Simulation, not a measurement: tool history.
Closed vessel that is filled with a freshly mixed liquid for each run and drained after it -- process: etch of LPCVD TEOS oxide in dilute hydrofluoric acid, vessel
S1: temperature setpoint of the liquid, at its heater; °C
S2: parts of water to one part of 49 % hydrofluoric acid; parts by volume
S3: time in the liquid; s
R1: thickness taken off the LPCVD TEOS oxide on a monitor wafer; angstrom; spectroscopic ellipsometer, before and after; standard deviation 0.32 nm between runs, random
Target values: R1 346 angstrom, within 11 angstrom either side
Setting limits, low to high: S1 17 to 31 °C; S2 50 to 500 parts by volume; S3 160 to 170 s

Run 1, day 0: S1 23 °C, S2 275 parts by volume, S3 160 s. Result: R1 178.71 angstrom.
Run 2, day 0.038: S1 23 °C, S2 275 parts by volume, S3 170 s. Result: R1 189.33 angstrom.
Run 3, day 0.254: S1 25.5 °C, S2 250 parts by volume, S3 170 s. Result: R1 233.85 angstrom.
Run 4, day 0.458: S1 25.5 °C, S2 200 parts by volume, S3 170 s. Result: R1 307.95 angstrom.
Run 5, day 0.838: S1 25.5 °C, S2 155 parts by volume, S3 170 s. Result: R1 425.44 angstrom.
Run 6, day 0.967: S1 25.5 °C, S2 100 parts by volume, S3 170 s. Result: R1 699.47 angstrom.
Run 7, day 1.058: S1 25.5 °C, S2 130 parts by volume, S3 170 s. Result: R1 514.77 angstrom.
Run 8, day 1.2: S1 25.5 °C, S2 150 parts by volume, S3 170 s. Result: R1 433.66 angstrom.
Run 9, day 1.271: S1 25.5 °C, S2 160 parts by volume, S3 170 s. Result: R1 406.89 angstrom.
Run 10, day 1.442: S1 25.5 °C, S2 170 parts by volume, S3 170 s. Result: R1 377.94 angstrom.
Run 11, day 1.796: S1 23 °C, S2 175 parts by volume, S3 170 s. Result: R1 330.9 angstrom.

Which single option among these 4 for the next run brings every result within its allowed miss of target? Just one does.
Run A, day 2.15: S1 23.5 °C, S2 185 parts by volume, S3 170 s. Result: R1 ?.
Run B, day 2.15: S1 23 °C, S2 170 parts by volume, S3 170 s. Result: R1 ?.
Run C, day 2.15: S1 24.5 °C, S2 190 parts by volume, S3 170 s. Result: R1 ?.
Run D, day 2.15: S1 22.5 °C, S2 150 parts by volume, S3 160 s. Result: R1 ?.

move      R1
   A  309.88
   B  336.34
   C  311.48
   D  359.73
A: lands further from the targets than the last run did
B: every result within its allowed miss
C: lands further from the targets than the last run did
D: pushes the last run's worst result past its target
B meets every target.
